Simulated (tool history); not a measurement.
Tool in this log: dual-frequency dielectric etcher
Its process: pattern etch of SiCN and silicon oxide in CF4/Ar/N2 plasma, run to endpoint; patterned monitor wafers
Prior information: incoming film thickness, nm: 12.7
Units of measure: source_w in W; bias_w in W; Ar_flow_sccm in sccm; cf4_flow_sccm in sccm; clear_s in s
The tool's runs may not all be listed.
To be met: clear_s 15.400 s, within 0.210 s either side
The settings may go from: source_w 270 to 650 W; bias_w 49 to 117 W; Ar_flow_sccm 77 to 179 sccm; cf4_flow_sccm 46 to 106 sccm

run	hour	source_w	bias_w	Ar_flow_sccm	cf4_flow_sccm	clear_s
1	0.0	460	83	128	76	14.364
2	4.0	450	83	128	76	14.473
3	8.4	440	83	128	76	14.630
4	9.8	510	83	128	76	13.475
# hour 13.0: bias power generator calibrated
5	13.0	510	83	145	76	13.532
6	14.5	510	83	145	67	13.742
7	21.6	490	83	145	67	14.113
8	23.3	470	83	145	67	14.390
9	30.0	450	83	145	67	14.773
10	34.7	440	83	145	67	14.915
11	36.3	430	83	145	67	15.103

Below are 5 possible settings for the next run. Only one of them brings all results inside the allowed miss of their targets. Which is it?
A	37.9	460	84	147	64	?
B	37.9	440	86	146	73	?
C	37.9	430	89	149	67	?
D	37.9	430	94	176	52	?
E	37.9	440	86	138	71	?

move	clear_s
A	14.681
B	14.681
C	14.920
D	15.454
E	14.641
A: its largest miss is bigger than the last run's
B: its largest miss is bigger than the last run's
C: its largest miss is bigger than the last run's
D: meets every target
E: its largest miss is bigger than the last run's
So the answer is move D, the one that meets all the targets.
